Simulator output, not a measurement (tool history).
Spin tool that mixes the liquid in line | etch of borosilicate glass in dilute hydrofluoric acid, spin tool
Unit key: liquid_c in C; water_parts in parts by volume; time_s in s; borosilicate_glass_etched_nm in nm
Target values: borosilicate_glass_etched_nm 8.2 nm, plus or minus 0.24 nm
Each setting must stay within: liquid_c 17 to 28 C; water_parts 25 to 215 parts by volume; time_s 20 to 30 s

run 1 hour=0 | liquid_c=20 water_parts=120 time_s=30 | borosilicate_glass_etched_nm=9.2342
run 2 hour=1.9 | liquid_c=20 water_parts=120 time_s=20 | borosilicate_glass_etched_nm=6.1294
run 3 hour=5.4 | liquid_c=20 water_parts=145 time_s=20 | borosilicate_glass_etched_nm=4.9863
run 4 hour=12.8 | liquid_c=21 water_parts=145 time_s=20 | borosilicate_glass_etched_nm=5.2056
run 5 hour=19.1 | liquid_c=21 water_parts=125 time_s=20 | borosilicate_glass_etched_nm=6.1387
run 6 hour=20.9 | liquid_c=21 water_parts=125 time_s=30 | borosilicate_glass_etched_nm=9.2301
run 7 hour=27.6 | liquid_c=20 water_parts=125 time_s=30 | borosilicate_glass_etched_nm=8.7586
run 8 hour=36.6 | liquid_c=19 water_parts=125 time_s=30 | borosilicate_glass_etched_nm=8.6299
-- hour=39.7 thermometer replaced
run 9 hour=39.7 | liquid_c=19 water_parts=130 time_s=30 | borosilicate_glass_etched_nm=8.4662

Exercise: of the 4 proposed moves below, exactly one satisfies all targets within the stated allowed misses. Which move is it?
run A hour=42.8 | liquid_c=17 water_parts=125 time_s=30 | borosilicate_glass_etched_nm=?
run B hour=42.8 | liquid_c=21 water_parts=135 time_s=30 | borosilicate_glass_etched_nm=?
run C hour=42.8 | liquid_c=17 water_parts=120 time_s=30 | borosilicate_glass_etched_nm=?
run D hour=42.8 | liquid_c=19.5 water_parts=110 time_s=25 | borosilicate_glass_etched_nm=?

move=A borosilicate_glass_etched_nm=8.1654
move=B borosilicate_glass_etched_nm=8.8041
move=C borosilicate_glass_etched_nm=8.5485
move=D borosilicate_glass_etched_nm=8.7083
A: hits every target within its allowed miss
B: moves away from the targets compared with the last run
C: moves away from the targets compared with the last run
D: moves away from the targets compared with the last run
Go with A: it meets all targets.

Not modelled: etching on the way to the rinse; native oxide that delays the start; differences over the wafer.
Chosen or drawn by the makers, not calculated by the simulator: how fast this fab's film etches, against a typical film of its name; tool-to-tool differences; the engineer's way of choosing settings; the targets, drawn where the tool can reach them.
